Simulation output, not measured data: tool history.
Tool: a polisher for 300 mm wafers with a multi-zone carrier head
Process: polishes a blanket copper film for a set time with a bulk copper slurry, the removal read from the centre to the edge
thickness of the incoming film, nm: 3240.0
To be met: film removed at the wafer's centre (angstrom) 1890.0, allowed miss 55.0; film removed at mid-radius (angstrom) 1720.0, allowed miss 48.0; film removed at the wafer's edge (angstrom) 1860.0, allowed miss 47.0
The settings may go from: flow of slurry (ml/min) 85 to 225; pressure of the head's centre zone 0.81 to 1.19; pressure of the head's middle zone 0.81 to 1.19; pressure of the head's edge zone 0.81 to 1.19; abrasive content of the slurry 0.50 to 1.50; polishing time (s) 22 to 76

| run | day | flow of slurry (ml/min) | pressure of the head's centre zone | pressure of the head's middle zone | pressure of the head's edge zone | abrasive content of the slurry | polishing time (s) | film removed at the wafer's centre (angstrom) | film removed at mid-radius (angstrom) | film removed at the wafer's edge (angstrom) |
|---|---|---|---|---|---|---|---|---|---|---|
| 1 | 0.000 | 145 | 1.00 | 1.00 | 1.00 | 1.00 | 49 | 2993.8 | 3050.7 | 3070.5 |
| 2 | 0.250 | 145 | 1.08 | 1.00 | 1.00 | 1.00 | 49 | 3164.0 | 3022.9 | 3066.1 |
| 3 | 0.483 | 140 | 1.07 | 0.98 | 0.98 | 0.90 | 47 | 2978.2 | 2756.4 | 2837.4 |
| 4 | 0.554 | 140 | 1.07 | 0.90 | 0.98 | 0.90 | 47 | 3006.5 | 2589.8 | 2841.0 |
| 5 | 0.817 | 135 | 1.05 | 0.89 | 0.96 | 0.85 | 45 | 2735.3 | 2393.1 | 2651.6 |
| 6 | 1.029 | 130 | 1.04 | 0.89 | 0.94 | 0.80 | 43 | 2525.4 | 2270.5 | 2462.6 |
| 7 | 1.392 | 125 | 1.03 | 0.88 | 0.92 | 0.75 | 42 | 2442.7 | 2138.7 | 2379.0 |
| 8 | 1.571 | 125 | 0.96 | 0.93 | 0.83 | 0.50 | 32 | 1617.5 | 1603.6 | 1600.6 |
| 9 | 1.808 | 135 | 0.96 | 0.92 | 0.85 | 0.50 | 32 | 1641.0 | 1627.4 | 1633.6 |
| 10 | 2.017 | 145 | 0.97 | 0.91 | 0.87 | 0.50 | 32 | 1683.2 | 1626.0 | 1658.4 |
| 11 | 2.321 | 150 | 0.98 | 0.91 | 0.89 | 0.50 | 32 | 1706.0 | 1640.3 | 1696.2 |
| 12 | 2.433 | 150 | 0.98 | 0.91 | 0.89 | 0.50 | 32 | 1699.2 | 1634.8 | 1714.5 |
| 13 | 2.654 | 155 | 0.99 | 0.91 | 0.90 | 0.50 | 32 | 1747.6 | 1669.7 | 1712.4 |
| 14 | 2.912 | 160 | 0.99 | 0.90 | 0.91 | 0.50 | 32 | 1752.6 | 1642.0 | 1744.8 |
| 15 | 3.042 | 160 | 0.99 | 0.90 | 0.91 | 0.50 | 32 | 1746.1 | 1634.2 | 1746.9 |
| 16 | 3.242 | 165 | 1.00 | 0.90 | 0.92 | 0.50 | 32 | 1771.3 | 1638.4 | 1765.5 |
| 17 | 3.433 | 170 | 1.01 | 0.90 | 0.93 | 0.50 | 32 | 1813.1 | 1673.1 | 1759.1 |
| 18 | 3.746 | 170 | 1.01 | 0.90 | 0.93 | 0.50 | 32 | 1818.9 | 1683.4 | 1760.8 |
| 19 | 4.112 | 175 | 1.01 | 0.90 | 0.94 | 0.50 | 32 | 1817.9 | 1655.1 | 1758.9 |

Which of these 5 next moves meets every target?
| A | 4.479 | 175 | 1.02 | 0.84 | 0.96 | 0.55 | 32 | ? | ? | ? |
| B | 4.479 | 210 | 1.01 | 0.91 | 0.93 | 0.55 | 29 | ? | ? | ? |
| C | 4.479 | 210 | 0.94 | 0.92 | 0.89 | 0.60 | 32 | ? | ? | ? |
| D | 4.479 | 165 | 1.01 | 0.89 | 0.95 | 0.55 | 33 | ? | ? | ? |
| E | 4.479 | 175 | 1.02 | 0.92 | 0.82 | 0.85 | 29 | ? | ? | ? |

| move | film removed at the wafer's centre (angstrom) | film removed at mid-radius (angstrom) | film removed at the wafer's edge (angstrom) |
|---|---|---|---|
| A | 1880.9 | 1606.9 | 1842.0 |
| B | 1743.7 | 1601.3 | 1680.3 |
| C | 1814.7 | 1808.7 | 1845.1 |
| D | 1898.5 | 1719.8 | 1875.1 |
| E | 1834.6 | 1689.1 | 1679.2 |
A: brings the result that was furthest off to its target, and leaves another outside
B: further off than the last run
C: brings the result that was furthest off to its target, and leaves another outside
D: meets every target
E: further off than the last run
The right move is D.
